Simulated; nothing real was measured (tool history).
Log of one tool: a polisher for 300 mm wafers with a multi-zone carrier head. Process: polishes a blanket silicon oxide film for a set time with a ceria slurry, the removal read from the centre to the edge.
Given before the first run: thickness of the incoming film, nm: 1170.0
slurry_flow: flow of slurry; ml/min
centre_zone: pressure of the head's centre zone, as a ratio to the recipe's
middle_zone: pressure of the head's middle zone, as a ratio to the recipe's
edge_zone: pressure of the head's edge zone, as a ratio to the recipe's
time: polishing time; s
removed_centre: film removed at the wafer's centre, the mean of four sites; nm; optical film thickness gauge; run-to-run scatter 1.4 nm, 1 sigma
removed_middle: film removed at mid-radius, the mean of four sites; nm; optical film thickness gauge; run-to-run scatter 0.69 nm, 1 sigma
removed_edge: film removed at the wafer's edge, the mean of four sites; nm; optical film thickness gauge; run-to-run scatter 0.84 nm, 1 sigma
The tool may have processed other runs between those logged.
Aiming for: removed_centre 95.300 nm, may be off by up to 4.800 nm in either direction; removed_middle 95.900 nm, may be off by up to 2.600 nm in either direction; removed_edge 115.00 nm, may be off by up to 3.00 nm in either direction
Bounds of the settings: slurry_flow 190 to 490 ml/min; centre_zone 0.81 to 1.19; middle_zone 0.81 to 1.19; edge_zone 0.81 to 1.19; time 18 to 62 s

run	day	slurry_flow	centre_zone	middle_zone	edge_zone	time	removed_centre	removed_middle	removed_edge
1	0.000	315	1.00	1.00	1.00	40	130.000	136.400	137.26
2	0.250	310	0.98	0.97	1.00	39	129.620	129.530	131.59
3	0.288	310	0.95	0.96	1.03	38	119.840	125.530	131.97
4	0.412	305	0.93	0.94	1.04	37	116.520	119.140	127.45
5	0.762	305	0.93	0.87	1.04	37	118.480	112.430	129.64
6	0.862	300	0.91	0.86	1.04	36	107.000	108.770	126.51
7	1.150	295	0.91	0.85	1.03	35	104.980	102.380	122.44
8	1.262	290	0.91	0.85	1.02	35	105.820	102.060	120.48
9	1.583	280	0.90	0.85	1.02	35	106.460	103.920	119.52
10	1.883	285	0.89	0.84	1.02	35	103.460	102.540	120.10
11	2.217	280	0.88	0.84	1.02	35	100.800	101.060	118.79
12	2.421	270	0.88	0.84	1.02	35	101.700	102.550	119.37

Next run, 5 choices. One meets every target within its allowed miss, the rest don't. Which?
A	2.625	260	0.90	0.82	0.98	36	?	?	?
B	2.625	300	0.97	0.92	0.96	35	?	?	?
C	2.625	365	0.87	0.84	1.10	32	?	?	?
D	2.625	245	0.88	0.84	1.02	36	?	?	?
E	2.625	230	0.81	0.91	1.06	34	?	?	?

move	removed_centre	removed_middle	removed_edge
A	108.420	101.850	119.61
B	114.010	110.100	116.01
C	96.312	94.734	114.74
D	105.770	103.360	121.45
E	92.528	103.750	116.30
A: its largest miss is bigger than the last run's
B: its largest miss is bigger than the last run's
C: meets every target
D: its largest miss is bigger than the last run's
E: its largest miss is bigger than the last run's
C meets every target.

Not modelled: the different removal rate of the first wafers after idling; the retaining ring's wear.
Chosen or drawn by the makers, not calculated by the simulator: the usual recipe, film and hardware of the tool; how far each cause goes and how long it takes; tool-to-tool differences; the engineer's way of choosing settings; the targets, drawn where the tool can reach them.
